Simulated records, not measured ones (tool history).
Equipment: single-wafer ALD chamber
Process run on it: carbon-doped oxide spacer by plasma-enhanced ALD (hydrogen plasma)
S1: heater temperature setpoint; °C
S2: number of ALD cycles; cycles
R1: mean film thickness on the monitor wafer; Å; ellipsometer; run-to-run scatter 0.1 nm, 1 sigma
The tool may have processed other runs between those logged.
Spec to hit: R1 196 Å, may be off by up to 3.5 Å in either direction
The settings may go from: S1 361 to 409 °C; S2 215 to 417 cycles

{"run": 1, "hour": 0.0, "S1": 385, "S2": 316, "R1": 157.67}
{"run": 2, "hour": 7.8, "S1": 385, "S2": 351, "R1": 175.92}
{"run": 3, "hour": 11.1, "S1": 385, "S2": 308, "R1": 154.18}
{"run": 4, "hour": 17.7, "S1": 385, "S2": 326, "R1": 162.16}
{"run": 5, "hour": 20.9, "S1": 385, "S2": 340, "R1": 168.9}
{"run": 6, "hour": 26.6, "S1": 385, "S2": 302, "R1": 150.76}
{"run": 7, "hour": 29.1, "S1": 385, "S2": 322, "R1": 159.51}
{"run": 8, "hour": 31.8, "S1": 385, "S2": 337, "R1": 166.64}
{"run": 9, "hour": 38.7, "S1": 385, "S2": 350, "R1": 176.12}
{"run": 10, "hour": 43.8, "S1": 385, "S2": 357, "R1": 177.95}
{"run": 11, "hour": 51.7, "S1": 385, "S2": 364, "R1": 181.03}
{"run": 12, "hour": 59.1, "S1": 385, "S2": 370, "R1": 185.85}
{"run": 13, "hour": 65.5, "S1": 385, "S2": 374, "R1": 186.39}
{"run": 14, "hour": 70.1, "S1": 385, "S2": 378, "R1": 189.62}
{"run": 15, "hour": 71.6, "S1": 385, "S2": 381, "R1": 191.05}
{"run": 16, "hour": 74.6, "S1": 385, "S2": 383, "R1": 191.98}
{"run": 17, "hour": 78.8, "S1": 385, "S2": 385, "R1": 191.99}

Pick the move, out of 4, that brings all results within their allowed miss; only one does.
{"run": "A", "hour": 83.0, "S1": 392, "S2": 375, "R1": "?"}
{"run": "B", "hour": 83.0, "S1": 383, "S2": 393, "R1": "?"}
{"run": "C", "hour": 83.0, "S1": 387, "S2": 374, "R1": "?"}
{"run": "D", "hour": 83.0, "S1": 389, "S2": 380, "R1": "?"}

move=A R1=186.11
move=B R1=195.05
move=C R1=185.62
move=D R1=188.59
A: further off than the last run
B: meets every target
C: further off than the last run
D: further off than the last run
Answer: B
